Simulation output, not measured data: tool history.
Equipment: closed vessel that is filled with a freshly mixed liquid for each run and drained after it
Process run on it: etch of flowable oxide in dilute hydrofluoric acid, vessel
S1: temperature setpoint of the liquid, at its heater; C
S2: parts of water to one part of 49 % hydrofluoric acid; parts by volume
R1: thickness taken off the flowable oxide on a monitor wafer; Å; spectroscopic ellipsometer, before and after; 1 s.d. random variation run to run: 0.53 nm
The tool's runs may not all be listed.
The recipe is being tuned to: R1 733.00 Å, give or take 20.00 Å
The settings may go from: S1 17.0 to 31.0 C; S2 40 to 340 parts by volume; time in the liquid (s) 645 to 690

Run 1, hour 0.0: S1 23.0 C, S2 190 parts by volume, time in the liquid (s) 645. Result: R1 828.01 Å.
Run 2, hour 1.5: S1 23.0 C, S2 225 parts by volume, time in the liquid (s) 645. Result: R1 674.91 Å.
Run 3, hour 5.6: S1 23.5 C, S2 225 parts by volume, time in the liquid (s) 645. Result: R1 682.91 Å.
Run 4, hour 8.2: S1 24.0 C, S2 225 parts by volume, time in the liquid (s) 645. Result: R1 686.46 Å.
Run 5, hour 10.1: S1 26.5 C, S2 225 parts by volume, time in the liquid (s) 645. Result: R1 753.58 Å.
Run 6, hour 12.0: S1 26.5 C, S2 180 parts by volume, time in the liquid (s) 645. Result: R1 994.68 Å.
Run 7, hour 19.2: S1 25.0 C, S2 180 parts by volume, time in the liquid (s) 645. Result: R1 949.50 Å.
Run 8, hour 26.6: S1 23.5 C, S2 180 parts by volume, time in the liquid (s) 645. Result: R1 887.74 Å.
Run 9, hour 28.4: S1 22.5 C, S2 180 parts by volume, time in the liquid (s) 645. Result: R1 854.46 Å.
Run 10, hour 35.5: S1 22.0 C, S2 180 parts by volume, time in the liquid (s) 645. Result: R1 840.21 Å.
Run 11, hour 36.5: S1 21.5 C, S2 180 parts by volume, time in the liquid (s) 645. Result: R1 829.74 Å.
Run 12, hour 37.4: S1 21.0 C, S2 180 parts by volume, time in the liquid (s) 645. Result: R1 802.88 Å.
Run 13, hour 42.1: S1 20.5 C, S2 180 parts by volume, time in the liquid (s) 645. Result: R1 780.83 Å.

Pick the move, out of 5, that brings all results within their allowed miss; only one does.
Run A, hour 46.8: S1 19.0 C, S2 175 parts by volume, time in the liquid (s) 655. Result: R1 ?.
Run B, hour 46.8: S1 20.5 C, S2 180 parts by volume, time in the liquid (s) 650. Result: R1 ?.
Run C, hour 46.8: S1 17.5 C, S2 185 parts by volume, time in the liquid (s) 685. Result: R1 ?.
Run D, hour 46.8: S1 21.0 C, S2 180 parts by volume, time in the liquid (s) 675. Result: R1 ?.
Run E, hour 46.8: S1 22.5 C, S2 185 parts by volume, time in the liquid (s) 690. Result: R1 ?.

move      R1
   A  784.34
   B  798.60
   C  723.95
   D  845.55
   E  886.08
A: lands further from the targets than the last run did
B: lands further from the targets than the last run did
C: hits every target within its allowed miss
D: lands further from the targets than the last run did
E: lands further from the targets than the last run did
Go with C: it meets all targets.

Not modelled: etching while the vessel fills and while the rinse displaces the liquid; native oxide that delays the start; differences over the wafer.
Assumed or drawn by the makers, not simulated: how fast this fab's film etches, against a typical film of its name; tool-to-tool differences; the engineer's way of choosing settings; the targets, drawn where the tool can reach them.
